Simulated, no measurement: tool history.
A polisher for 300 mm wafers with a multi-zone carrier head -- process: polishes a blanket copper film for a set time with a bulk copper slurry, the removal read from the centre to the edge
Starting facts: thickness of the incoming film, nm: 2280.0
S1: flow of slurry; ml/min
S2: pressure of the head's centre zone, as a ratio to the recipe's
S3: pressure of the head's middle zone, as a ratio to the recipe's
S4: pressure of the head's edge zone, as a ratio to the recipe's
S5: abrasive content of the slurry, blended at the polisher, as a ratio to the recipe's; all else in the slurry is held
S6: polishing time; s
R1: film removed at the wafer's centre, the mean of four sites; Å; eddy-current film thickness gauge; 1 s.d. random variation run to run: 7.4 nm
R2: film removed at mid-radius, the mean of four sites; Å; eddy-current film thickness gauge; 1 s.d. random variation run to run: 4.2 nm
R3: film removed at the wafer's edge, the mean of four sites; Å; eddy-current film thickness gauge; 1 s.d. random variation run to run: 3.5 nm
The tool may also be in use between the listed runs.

Run 1, hour 0: S1 225 ml/min, S2 1, S3 1, S4 1, S5 1, S6 52 s. Result: R1 7279.6 Å, R2 7356.2 Å, R3 7154.7 Å.
Run 2, hour 5.7: S1 225 ml/min, S2 1, S3 1.01, S4 0.98, S5 0.95, S6 51 s. Result: R1 7012.2 Å, R2 7142.8 Å, R3 6881.2 Å.
Run 3, hour 13.2: S1 225 ml/min, S2 1, S3 1.01, S4 0.98, S5 1.05, S6 51 s. Result: R1 7220.1 Å, R2 7224.7 Å, R3 7012.5 Å.
Run 4, hour 16.4: S1 225 ml/min, S2 1, S3 1.01, S4 0.98, S5 0.85, S6 51 s. Result: R1 6968.3 Å, R2 6973.1 Å, R3 6876.4 Å.
Run 5, hour 20.4: S1 225 ml/min, S2 1.01, S3 1.03, S4 0.96, S5 0.85, S6 50 s. Result: R1 6943.1 Å, R2 7031.3 Å, R3 6741.8 Å.
Run 6, hour 21.7: S1 225 ml/min, S2 1.01, S3 0.95, S4 0.96, S5 0.85, S6 50 s. Result: R1 6853.5 Å, R2 6512.2 Å, R3 6677 Å.
Run 7, hour 26: S1 225 ml/min, S2 1.02, S3 0.98, S4 0.94, S5 0.85, S6 49 s. Result: R1 6910.5 Å, R2 6530.2 Å, R3 6507.2 Å.
Run 8, hour 30.7: S1 225 ml/min, S2 1.02, S3 1.01, S4 0.92, S5 0.85, S6 48 s. Result: R1 6773.4 Å, R2 6638 Å, R3 6324.9 Å.

Predict the results of run 9:
Run 9, hour 37.2: S1 220 ml/min, S2 1.02, S3 1.03, S4 0.91, S5 0.85, S6 47 s. Result: R1 ?, R2 ?, R3 ?.

{"run 9": {"R1": 6715.3, "R2": 6607.8, "R3": 6144.4}}
